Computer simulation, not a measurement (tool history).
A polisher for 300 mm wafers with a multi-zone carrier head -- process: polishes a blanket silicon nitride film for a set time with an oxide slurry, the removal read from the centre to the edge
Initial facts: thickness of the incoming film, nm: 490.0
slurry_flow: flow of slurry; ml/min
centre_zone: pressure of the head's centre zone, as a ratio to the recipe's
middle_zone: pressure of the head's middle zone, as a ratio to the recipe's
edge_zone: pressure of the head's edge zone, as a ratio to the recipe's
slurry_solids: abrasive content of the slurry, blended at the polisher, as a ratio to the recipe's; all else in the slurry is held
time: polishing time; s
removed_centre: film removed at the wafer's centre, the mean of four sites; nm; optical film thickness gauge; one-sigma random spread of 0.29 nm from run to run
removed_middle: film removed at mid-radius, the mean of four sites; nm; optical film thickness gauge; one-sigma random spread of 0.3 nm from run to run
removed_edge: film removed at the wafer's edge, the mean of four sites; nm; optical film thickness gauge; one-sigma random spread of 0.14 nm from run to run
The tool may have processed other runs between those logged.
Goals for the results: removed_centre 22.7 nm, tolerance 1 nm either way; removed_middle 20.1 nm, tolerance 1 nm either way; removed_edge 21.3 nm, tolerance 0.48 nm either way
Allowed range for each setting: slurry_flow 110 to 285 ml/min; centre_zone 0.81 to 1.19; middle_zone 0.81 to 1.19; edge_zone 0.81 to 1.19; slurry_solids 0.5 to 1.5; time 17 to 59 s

run	hour	slurry_flow	centre_zone	middle_zone	edge_zone	slurry_solids	time	removed_centre	removed_middle	removed_edge
1	0	180	1	1	1	1	38	17.657	17.171	17.772
2	2.4	185	1.02	1.01	1.02	1	38	18.547	17.76	17.964
3	8	185	1.02	1.01	0.97	1	38	18.333	18.241	17.435
4	12	190	1.03	1.01	0.99	1	38	18.447	17.773	17.949
5	15.2	200	1.04	1.02	1	1	38	19.132	18.021	17.769
6	22.6	200	1.04	1.02	1.02	1.05	38	19.768	18.948	18.611
7	30.3	205	1.04	1.02	1.04	1.05	38	19.795	18.699	18.712
8	32.6	210	1.04	1.02	1.06	1.05	38	20.04	18.581	19.026
9	40.5	215	1.04	1.02	1.07	1.05	38	19.606	18.961	19.083
# hour 43.5: slurry nozzle cleaned
10	43.5	215	1.05	1.02	1.08	1.05	38	21.044	19.678	19.764
11	50.8	215	1.05	1.02	1.08	1.05	38	20.981	19.504	19.534
12	56.5	215	1.05	1.02	1.09	1.05	38	20.62	19.632	19.64
13	57.9	215	1.05	1.01	1.1	1.05	38	20.55	19.16	19.911

Of the 4 settings listed for the next run, only one would bring every result within its allowed miss of target. Which one?
A	59.3	210	0.87	0.9	1.13	1	44	?	?	?
B	59.3	230	1.11	1.13	1.17	1.25	34	?	?	?
C	59.3	245	0.91	1.08	0.99	1.1	35	?	?	?
D	59.3	210	1.1	0.99	1.13	1.1	39	?	?	?

move	removed_centre	removed_middle	removed_edge
A	20.47	21.175	22.801
B	22.048	21.117	20.184
C	18.2	20.087	18.117
D	23.266	20.803	21.226
A: takes the result that was furthest off past its target
B: nearer than the last run, and not there yet
C: misses by more than the last run did
D: hits every target within its allowed miss
The move that meets every target is D.

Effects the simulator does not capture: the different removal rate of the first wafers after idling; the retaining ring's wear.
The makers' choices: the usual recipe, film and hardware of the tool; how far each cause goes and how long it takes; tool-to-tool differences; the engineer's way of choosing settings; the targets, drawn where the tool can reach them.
